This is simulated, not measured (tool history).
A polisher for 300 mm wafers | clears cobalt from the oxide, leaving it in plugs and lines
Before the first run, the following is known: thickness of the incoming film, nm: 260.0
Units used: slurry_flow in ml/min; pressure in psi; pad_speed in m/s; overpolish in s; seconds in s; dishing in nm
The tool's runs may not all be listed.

| run | day | slurry_flow | pressure | pad_speed | overpolish | seconds | dishing |
|---|---|---|---|---|---|---|---|
| 1 | 0 | 210 | 2.2 | 0.94 | 9 | 49.862 | 25.551 |
| 2 | 0.075 | 210 | 2.7 | 0.94 | 9 | 41.57 | 27.088 |
| 3 | 0.229 | 205 | 2.7 | 0.86 | 7 | 48.329 | 22.649 |
| 4 | 0.562 | 205 | 2.7 | 1.04 | 7 | 40.633 | 25.39 |
| 5 | 0.858 | 215 | 2.8 | 0.92 | 6 | 43.466 | 22.096 |
| 6 | 1.225 | 215 | 2.5 | 0.92 | 6 | 46.202 | 20.901 |
| 7 | 1.446 | 215 | 2.3 | 0.9 | 6 | 51.058 | 20.233 |

Run 8, settings as shown, results not yet in. Your forecast:
| 8 | 1.788 | 220 | 2.2 | 0.88 | 6 | ? | ? |

{"run 8": {"seconds": 53.714, "dishing": 19.81}}

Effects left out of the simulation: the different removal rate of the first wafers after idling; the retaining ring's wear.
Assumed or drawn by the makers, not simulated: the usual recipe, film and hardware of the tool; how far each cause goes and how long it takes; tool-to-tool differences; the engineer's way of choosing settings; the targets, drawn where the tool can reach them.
